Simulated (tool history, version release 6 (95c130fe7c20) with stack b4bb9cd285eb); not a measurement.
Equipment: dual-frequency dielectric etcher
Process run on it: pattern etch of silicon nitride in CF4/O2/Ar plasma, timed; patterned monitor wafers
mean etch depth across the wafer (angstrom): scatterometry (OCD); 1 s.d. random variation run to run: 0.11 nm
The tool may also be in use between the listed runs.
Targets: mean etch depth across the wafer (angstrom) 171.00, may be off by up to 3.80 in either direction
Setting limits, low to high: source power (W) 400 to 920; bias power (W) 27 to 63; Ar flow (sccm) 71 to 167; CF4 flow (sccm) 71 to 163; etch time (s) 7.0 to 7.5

run	hour	source power (W)	bias power (W)	Ar flow (sccm)	CF4 flow (sccm)	etch time (s)	mean etch depth across the wafer (angstrom)
1	0.0	660	45	119	117	7.5	188.78
2	8.3	720	45	119	117	7.5	199.64
3	12.5	680	45	119	117	7.5	192.50
4	14.0	680	45	129	117	7.5	191.61
5	20.6	680	53	129	117	7.5	200.87
6	25.1	780	53	129	117	7.5	218.41
7	31.1	710	52	130	117	7.5	204.55
8	40.1	710	52	130	117	7.5	204.07
9	40.9	660	51	131	117	7.5	190.90
10	46.7	640	51	131	117	7.5	189.99
11	49.9	610	51	131	117	7.5	183.45

Pick the move, out of 4, that brings all results within their allowed miss; only one does.
A	53.1	630	49	134	113	7.0	?
B	53.1	550	48	122	111	7.0	?
C	53.1	570	51	138	109	7.0	?
D	53.1	750	48	131	127	7.0	?

move	mean etch depth across the wafer (angstrom)
A	172.93
B	159.66
C	163.24
D	195.88
A: hits every target within its allowed miss
B: the result that was furthest off in the last run now lies on the other side of its target
C: the result that was furthest off in the last run now lies on the other side of its target
D: further off than the last run
A is the move that brings every result within its allowed miss.

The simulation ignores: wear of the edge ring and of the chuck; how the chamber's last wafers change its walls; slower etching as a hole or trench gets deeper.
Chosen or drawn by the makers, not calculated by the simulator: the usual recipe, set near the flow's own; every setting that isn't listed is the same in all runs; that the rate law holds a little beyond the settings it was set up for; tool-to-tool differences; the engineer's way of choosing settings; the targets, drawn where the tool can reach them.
